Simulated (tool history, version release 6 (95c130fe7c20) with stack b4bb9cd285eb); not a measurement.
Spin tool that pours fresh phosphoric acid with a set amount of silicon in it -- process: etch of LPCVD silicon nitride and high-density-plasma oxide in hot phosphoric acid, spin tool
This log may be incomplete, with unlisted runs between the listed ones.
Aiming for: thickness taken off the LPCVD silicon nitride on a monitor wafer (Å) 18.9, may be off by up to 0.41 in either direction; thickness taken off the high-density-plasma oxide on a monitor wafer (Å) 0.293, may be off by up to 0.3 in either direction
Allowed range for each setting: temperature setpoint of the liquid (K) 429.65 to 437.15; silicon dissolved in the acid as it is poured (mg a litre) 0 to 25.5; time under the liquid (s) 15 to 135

run,hour,temperature setpoint of the liquid (K),silicon dissolved in the acid as it is poured (mg a litre),time under the liquid (s),thickness taken off the LPCVD silicon nitride on a monitor wafer (Å),thickness taken off the high-density-plasma oxide on a monitor wafer (Å)
1,0,432.15,11,70,53.162,0.73122
2,2.8,431.65,11,55,41.134,0.74815
3,7.4,430.65,11,55,39.529,0.86524
4,11.3,430.65,11,30,21.416,0.40111
5,18.4,430.65,11,15,10.827,0.23504
6,26.5,430.65,11,40,28.944,0.61572
7,28.2,429.65,15,25,17.378,0.255
8,33.6,429.65,14.5,25,17.349,0.24068
9,37.4,429.65,14,25,17.387,0.21445
10,41,429.65,13.5,25,17.335,0.20969
11,49.7,429.65,13,25,17.347,0.29173
12,53.3,429.65,13.5,25,17.45,0.24583
13,61.9,429.65,13,25,17.385,0.37284
14,65.5,429.65,13.5,25,17.461,0.42683

Which of these 4 next moves meets every target?
A,69.1,430.15,8.5,25,?,?
B,69.1,430.65,11.5,25,?,?
C,69.1,432.15,15.5,25,?,?
D,69.1,430.65,11,25,?,?

move,thickness taken off the LPCVD silicon nitride on a monitor wafer (Å),thickness taken off the high-density-plasma oxide on a monitor wafer (Å)
A,17.613,0.39943
B,17.915,0.38794
C,18.849,0.39404
D,17.915,0.3924
A: closer than the last run, but not yet in spec
B: closer than the last run, but not yet in spec
C: every result lands within tolerance
D: closer than the last run, but not yet in spec
Correct choice: C, which meets every target
